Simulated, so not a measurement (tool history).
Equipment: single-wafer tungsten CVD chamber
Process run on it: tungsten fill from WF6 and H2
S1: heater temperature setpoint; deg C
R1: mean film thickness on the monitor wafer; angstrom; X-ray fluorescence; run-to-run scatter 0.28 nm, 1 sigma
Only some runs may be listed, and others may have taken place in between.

Run 1, hour 0.0: S1 380 deg C, chamber pressure (Torr) 29.9, deposition time (s) 21.7. Result: R1 425.99 angstrom.
Run 2, hour 1.1: S1 380 deg C, chamber pressure (Torr) 29.9, deposition time (s) 20.7. Result: R1 409.16 angstrom.
Run 3, hour 1.7: S1 386 deg C, chamber pressure (Torr) 30.2, deposition time (s) 20.7. Result: R1 470.13 angstrom.
Run 4, hour 2.7: S1 386 deg C, chamber pressure (Torr) 27.8, deposition time (s) 20.7. Result: R1 445.96 angstrom.
Run 5, hour 11.4: S1 392 deg C, chamber pressure (Torr) 27.8, deposition time (s) 20.7. Result: R1 504.64 angstrom.
Run 6, hour 19.5: S1 392 deg C, chamber pressure (Torr) 27.8, deposition time (s) 20.7. Result: R1 505.23 angstrom.

What will run 7 give?
Run 7, hour 21.8: S1 404 deg C, chamber pressure (Torr) 28.3, deposition time (s) 20.7. Result: R1 ?.

{"run 7": {"R1": 653.26}}
